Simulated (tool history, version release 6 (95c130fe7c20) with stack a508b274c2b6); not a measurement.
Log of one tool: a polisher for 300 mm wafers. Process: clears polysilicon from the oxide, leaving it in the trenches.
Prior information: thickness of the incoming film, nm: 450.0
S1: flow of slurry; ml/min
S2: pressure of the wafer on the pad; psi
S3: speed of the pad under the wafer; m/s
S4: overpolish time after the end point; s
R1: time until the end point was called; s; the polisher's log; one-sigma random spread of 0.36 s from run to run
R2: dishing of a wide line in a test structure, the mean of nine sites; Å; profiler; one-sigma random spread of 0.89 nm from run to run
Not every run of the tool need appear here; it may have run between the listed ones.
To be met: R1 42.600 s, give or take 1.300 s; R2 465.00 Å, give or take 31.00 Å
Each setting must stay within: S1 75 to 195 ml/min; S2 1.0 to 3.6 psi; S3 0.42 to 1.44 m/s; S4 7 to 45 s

run,hour,S1,S2,S3,S4,R1,R2
1,0.0,125,2.3,0.92,23,38.114,777.88
2,6.0,120,2.3,0.92,20,38.567,758.89
3,7.0,120,2.3,0.92,14,38.501,678.78
4,12.4,120,1.9,0.92,14,45.935,648.86
5,19.9,125,1.8,0.96,13,46.616,620.36
6,24.4,135,1.7,1.00,12,46.680,587.73
7,31.0,145,1.7,1.02,11,44.838,586.68
8,35.3,155,1.6,1.06,10,46.090,542.32
9,43.8,160,1.6,1.08,9,44.902,513.69
10,47.1,165,1.6,1.08,9,44.597,533.60
11,47.9,165,1.6,1.08,9,44.409,507.97
12,51.5,170,1.6,1.08,9,44.523,531.60
13,56.2,135,1.9,1.08,7,39.110,497.42
14,61.3,135,1.8,1.10,7,40.443,489.20

Pick the move, out of 4, that brings all results within their allowed miss; only one does.
A,66.4,145,1.8,1.00,9,?,?
B,66.4,155,1.7,1.08,7,?,?
C,66.4,130,1.9,1.10,7,?,?
D,66.4,140,1.7,1.26,8,?,?

move,R1,R2
A,44.078,524.01
B,43.002,458.77
C,38.795,488.38
D,37.664,535.32
A: takes the biggest miss from the last run beyond its target
B: in spec on every target
C: moves away from the targets compared with the last run
D: moves away from the targets compared with the last run
Answer: B
